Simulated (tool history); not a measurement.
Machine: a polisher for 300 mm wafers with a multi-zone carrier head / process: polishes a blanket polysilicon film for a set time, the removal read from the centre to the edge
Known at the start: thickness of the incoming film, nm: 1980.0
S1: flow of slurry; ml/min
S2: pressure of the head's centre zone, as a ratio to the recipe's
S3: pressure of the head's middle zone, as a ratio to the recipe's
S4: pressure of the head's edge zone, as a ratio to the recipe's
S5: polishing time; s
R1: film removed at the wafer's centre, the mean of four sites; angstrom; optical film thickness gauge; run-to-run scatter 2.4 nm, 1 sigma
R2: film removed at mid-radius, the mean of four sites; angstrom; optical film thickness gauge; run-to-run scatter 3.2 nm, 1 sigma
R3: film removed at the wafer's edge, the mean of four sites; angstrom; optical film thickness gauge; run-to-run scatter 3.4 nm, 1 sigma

| run | hour | S1 | S2 | S3 | S4 | S5 | R1 | R2 | R3 |
|---|---|---|---|---|---|---|---|---|---|
| 1 | 0.0 | 310 | 1.00 | 1.00 | 1.00 | 82 | 4150.6 | 4217.5 | 4285.7 |
| 2 | 6.5 | 310 | 1.00 | 1.00 | 0.92 | 82 | 4120.8 | 4196.3 | 3984.4 |
| 3 | 11.7 | 310 | 1.00 | 0.98 | 0.91 | 80 | 4051.8 | 4175.3 | 3864.0 |
| 4 | 14.4 | 360 | 1.00 | 0.98 | 0.91 | 80 | 4074.3 | 4177.8 | 3894.5 |
| 5 | 19.6 | 355 | 1.00 | 0.96 | 0.91 | 78 | 3997.9 | 3883.5 | 3864.6 |
| 6 | 21.8 | 355 | 1.00 | 0.95 | 0.90 | 76 | 3903.7 | 3883.0 | 3747.1 |
| 7 | 25.2 | 355 | 1.00 | 0.94 | 0.90 | 74 | 3774.1 | 3711.1 | 3640.7 |
| 8 | 27.3 | 355 | 1.00 | 0.93 | 0.89 | 73 | 3727.7 | 3582.8 | 3579.2 |
| 9 | 31.9 | 350 | 1.00 | 0.92 | 0.88 | 72 | 3683.3 | 3547.2 | 3553.6 |
| 10 | 35.7 | 350 | 1.00 | 0.91 | 0.88 | 71 | 3608.9 | 3416.3 | 3421.9 |
| 11 | 42.7 | 350 | 1.00 | 0.91 | 0.88 | 71 | 3612.4 | 3472.3 | 3474.1 |
| 12 | 50.3 | 350 | 1.00 | 0.90 | 0.87 | 70 | 3558.3 | 3362.9 | 3436.5 |
| 13 | 51.6 | 350 | 1.00 | 0.89 | 0.86 | 69 | 3514.1 | 3338.4 | 3306.3 |
| 14 | 56.9 | 345 | 1.00 | 0.88 | 0.86 | 69 | 3530.5 | 3264.3 | 3246.1 |
| 15 | 65.1 | 345 | 1.00 | 0.88 | 0.86 | 69 | 3546.3 | 3246.1 | 3283.9 |

Expected results for the next run?
| 16 | 72.6 | 345 | 1.00 | 0.88 | 0.86 | 69 | ? | ? | ? |

R1: 3531.6 angstrom
R2: 3219.5 angstrom
R3: 3356.4 angstrom
